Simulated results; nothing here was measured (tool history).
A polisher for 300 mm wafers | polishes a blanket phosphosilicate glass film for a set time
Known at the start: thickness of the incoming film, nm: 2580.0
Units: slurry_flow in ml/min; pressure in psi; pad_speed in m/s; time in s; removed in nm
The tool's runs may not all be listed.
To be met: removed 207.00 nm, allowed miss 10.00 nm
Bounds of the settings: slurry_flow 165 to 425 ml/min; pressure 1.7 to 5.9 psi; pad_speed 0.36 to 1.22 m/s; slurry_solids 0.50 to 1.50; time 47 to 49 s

| run | hour | slurry_flow | pressure | pad_speed | slurry_solids | time | removed |
|---|---|---|---|---|---|---|---|
| 1 | 0.0 | 275 | 3.8 | 0.78 | 1.00 | 47 | 343.33 |
| 2 | 0.6 | 275 | 3.2 | 0.76 | 1.00 | 47 | 281.16 |
| 3 | 5.1 | 275 | 2.9 | 0.76 | 1.00 | 47 | 252.84 |
| 4 | 8.6 | 275 | 2.7 | 0.76 | 1.00 | 47 | 245.00 |
| 5 | 13.5 | 275 | 3.4 | 0.76 | 1.00 | 47 | 301.55 |
| 6 | 14.5 | 275 | 3.4 | 0.60 | 1.00 | 47 | 255.00 |
| 7 | 21.6 | 275 | 3.2 | 0.60 | 1.00 | 47 | 246.17 |
| 8 | 23.8 | 275 | 3.0 | 0.60 | 1.00 | 47 | 231.93 |
| 9 | 32.5 | 275 | 2.9 | 0.60 | 1.00 | 47 | 220.21 |

Which of these 4 next moves meets every target?
| A | 41.2 | 285 | 2.2 | 0.82 | 1.25 | 47 | ? |
| B | 41.2 | 280 | 2.9 | 0.56 | 0.95 | 47 | ? |
| C | 41.2 | 175 | 3.2 | 0.64 | 0.95 | 47 | ? |
| D | 41.2 | 250 | 3.0 | 0.62 | 1.05 | 47 | ? |

| move | removed |
|---|---|
| A | 230.60 |
| B | 209.27 |
| C | 233.25 |
| D | 237.91 |
A: further off than the last run
B: meets every target
C: further off than the last run
D: further off than the last run
Answer: B
